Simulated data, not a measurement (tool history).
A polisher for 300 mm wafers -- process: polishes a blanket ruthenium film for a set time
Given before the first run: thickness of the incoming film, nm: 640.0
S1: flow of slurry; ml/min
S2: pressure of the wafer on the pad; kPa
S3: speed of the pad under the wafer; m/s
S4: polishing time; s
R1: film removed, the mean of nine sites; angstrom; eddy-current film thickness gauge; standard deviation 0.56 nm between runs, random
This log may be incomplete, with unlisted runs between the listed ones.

| run | hour | S1 | S2 | S3 | S4 | R1 |
|---|---|---|---|---|---|---|
| 1 | 0 | 145 | 10.3 | 0.98 | 103 | 999.27 |
| 2 | 3.3 | 145 | 10.3 | 0.98 | 103 | 999.76 |
| 3 | 5 | 145 | 10.3 | 0.9 | 103 | 950.39 |
| 4 | 5.7 | 145 | 10.3 | 0.9 | 109 | 1010.4 |
| 5 | 7 | 140 | 10.3 | 0.9 | 109 | 1004.1 |
| 6 | 13.6 | 175 | 10.3 | 0.9 | 109 | 1030.4 |

Estimate the outcome of run 7 from the log above:
| 7 | 14.9 | 170 | 10.3 | 0.9 | 109 | ? |

R1: 1027.7 angstrom
